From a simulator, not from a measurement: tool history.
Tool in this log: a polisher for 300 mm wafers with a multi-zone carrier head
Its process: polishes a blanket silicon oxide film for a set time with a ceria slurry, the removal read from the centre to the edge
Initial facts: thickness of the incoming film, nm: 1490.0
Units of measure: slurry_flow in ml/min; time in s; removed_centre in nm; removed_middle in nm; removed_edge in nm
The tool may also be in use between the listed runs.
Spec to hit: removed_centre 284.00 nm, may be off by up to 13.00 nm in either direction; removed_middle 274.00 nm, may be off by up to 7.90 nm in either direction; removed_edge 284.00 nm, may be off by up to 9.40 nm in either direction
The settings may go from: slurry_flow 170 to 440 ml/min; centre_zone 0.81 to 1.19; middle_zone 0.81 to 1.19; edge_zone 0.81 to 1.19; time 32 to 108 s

run	day	slurry_flow	centre_zone	middle_zone	edge_zone	time	removed_centre	removed_middle	removed_edge
1	0.000	280	1.00	1.00	1.00	70	456.44	436.63	435.73
2	0.258	280	1.00	1.00	1.00	57	364.66	351.97	363.79
3	0.550	275	0.99	0.98	0.95	53	340.65	326.57	333.11
4	0.833	275	0.99	0.98	0.95	38	242.61	229.65	238.06
5	1.183	275	1.08	0.98	0.95	38	266.49	234.61	233.83
6	1.542	290	1.06	1.00	1.00	40	277.23	244.43	255.28
7	1.571	290	1.06	1.00	1.00	40	277.26	248.25	255.36
# day 1.750: centre zone pressure recalibrated
8	1.750	305	1.05	1.02	1.02	41	270.69	257.42	267.29
9	1.988	345	1.09	1.06	1.06	43	296.43	286.26	287.37

Exactly one of the 4 candidate moves below puts every result within its allowed miss. Which one?
A	2.225	335	1.19	1.02	1.10	43	?	?	?
B	2.225	260	1.16	0.97	1.05	45	?	?	?
C	2.225	370	1.14	1.11	1.19	40	?	?	?
D	2.225	370	1.13	1.12	1.09	43	?	?	?

move	removed_centre	removed_middle	removed_edge
A	318.04	278.39	294.02
B	317.46	273.99	296.46
C	285.67	280.27	285.98
D	304.41	303.68	293.82
A: the furthest-off result lands on target, but another misses its tolerance
B: the furthest-off result lands on target, but another misses its tolerance
C: all results in spec
D: lands further from the targets than the last run did
C is the move that brings every result within its allowed miss.

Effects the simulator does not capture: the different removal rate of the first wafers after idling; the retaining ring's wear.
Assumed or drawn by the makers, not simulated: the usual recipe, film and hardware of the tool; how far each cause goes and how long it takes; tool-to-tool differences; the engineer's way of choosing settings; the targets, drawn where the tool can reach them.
